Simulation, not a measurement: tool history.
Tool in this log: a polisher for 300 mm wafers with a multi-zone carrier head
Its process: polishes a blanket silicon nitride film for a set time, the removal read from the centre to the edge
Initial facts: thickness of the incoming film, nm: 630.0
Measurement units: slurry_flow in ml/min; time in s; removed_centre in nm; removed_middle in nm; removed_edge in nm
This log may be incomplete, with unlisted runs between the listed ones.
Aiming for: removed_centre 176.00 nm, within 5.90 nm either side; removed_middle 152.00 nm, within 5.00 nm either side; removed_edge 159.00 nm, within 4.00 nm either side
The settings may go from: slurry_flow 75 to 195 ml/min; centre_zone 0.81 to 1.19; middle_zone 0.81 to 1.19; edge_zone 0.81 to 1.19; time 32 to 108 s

run	hour	slurry_flow	centre_zone	middle_zone	edge_zone	time	removed_centre	removed_middle	removed_edge
1	0.0	125	1.00	1.00	1.00	70	152.77	153.11	147.16
2	6.7	130	1.01	0.99	1.01	70	153.13	155.27	151.96
3	12.4	130	1.01	0.99	1.01	80	175.76	178.33	172.46
4	14.9	125	1.02	0.98	1.00	80	179.07	174.48	172.32
5	20.7	135	1.02	0.98	1.00	80	176.18	179.77	172.39
6	28.1	135	1.02	1.06	1.00	80	181.92	188.40	172.27
7	29.6	125	1.03	1.04	0.99	80	176.35	185.64	170.92
8	31.7	125	1.03	1.04	0.99	80	178.83	183.22	170.16
9	34.4	120	1.04	1.02	0.98	80	177.68	177.36	167.95
10	42.2	115	1.05	1.01	0.98	80	176.53	175.26	166.60
11	49.3	110	1.06	0.99	0.98	80	173.03	168.50	165.29
12	49.9	105	1.08	0.98	0.98	80	176.00	163.74	165.60
13	51.3	100	1.09	0.98	0.97	80	170.79	163.63	163.90
14	57.2	100	1.11	0.97	0.96	80	175.63	165.06	162.18
15	59.4	100	1.12	0.96	0.96	80	177.24	159.53	161.77

Pick the move, out of 4, that brings all results within their allowed miss; only one does.
A	61.6	105	1.13	0.91	0.97	78	?	?	?
B	61.6	90	1.12	0.89	1.06	81	?	?	?
C	61.6	120	1.03	0.95	0.83	81	?	?	?
D	61.6	75	1.09	0.95	0.99	82	?	?	?

move	removed_centre	removed_middle	removed_edge
A	177.87	152.27	158.91
B	174.73	148.91	167.60
C	177.59	169.31	156.97
D	161.97	150.47	158.05
A: each result inside its tolerance
B: brings the last run's worst result on target, with another outside its allowed miss
C: moves away from the targets compared with the last run
D: brings the last run's worst result on target, with another outside its allowed miss
Answer: A

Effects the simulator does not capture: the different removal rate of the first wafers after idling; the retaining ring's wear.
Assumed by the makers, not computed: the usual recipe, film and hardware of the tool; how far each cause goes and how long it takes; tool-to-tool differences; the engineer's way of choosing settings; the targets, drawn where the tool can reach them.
